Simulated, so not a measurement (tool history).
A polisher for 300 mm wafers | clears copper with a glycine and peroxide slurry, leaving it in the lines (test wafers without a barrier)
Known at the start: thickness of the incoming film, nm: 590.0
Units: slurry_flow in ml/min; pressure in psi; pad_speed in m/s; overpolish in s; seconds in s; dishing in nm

run 1 hour=0.0 | slurry_flow=260 pressure=3.0 pad_speed=0.86 overpolish=23 | seconds=104.350 dishing=82.708
run 2 hour=1.9 | slurry_flow=260 pressure=3.4 pad_speed=0.92 overpolish=23 | seconds=89.978 dishing=87.741
run 3 hour=9.5 | slurry_flow=260 pressure=2.8 pad_speed=0.92 overpolish=23 | seconds=103.460 dishing=78.067
run 4 hour=16.2 | slurry_flow=260 pressure=3.2 pad_speed=0.98 overpolish=24 | seconds=88.226 dishing=92.927
run 5 hour=18.3 | slurry_flow=260 pressure=3.2 pad_speed=0.82 overpolish=24 | seconds=99.902 dishing=83.692
run 6 hour=23.9 | slurry_flow=260 pressure=3.5 pad_speed=0.82 overpolish=24 | seconds=95.232 dishing=89.539
run 7 hour=32.5 | slurry_flow=260 pressure=3.5 pad_speed=0.82 overpolish=24 | seconds=93.908 dishing=88.183
run 8 hour=36.1 | slurry_flow=265 pressure=3.8 pad_speed=0.90 overpolish=25 | seconds=80.144 dishing=104.910
run 9 hour=41.0 | slurry_flow=275 pressure=4.6 pad_speed=1.10 overpolish=25 | seconds=56.989 dishing=123.390
run 10 hour=48.1 | slurry_flow=275 pressure=4.6 pad_speed=1.10 overpolish=26 | seconds=57.619 dishing=130.570
run 11 hour=55.0 | slurry_flow=275 pressure=4.6 pad_speed=1.12 overpolish=26 | seconds=57.190 dishing=126.870

Forecast run 12:
run 12 hour=64.0 | slurry_flow=275 pressure=4.6 pad_speed=1.14 overpolish=27 | seconds=? dishing=?

seconds: 54.827 s
dishing: 135.640 nm

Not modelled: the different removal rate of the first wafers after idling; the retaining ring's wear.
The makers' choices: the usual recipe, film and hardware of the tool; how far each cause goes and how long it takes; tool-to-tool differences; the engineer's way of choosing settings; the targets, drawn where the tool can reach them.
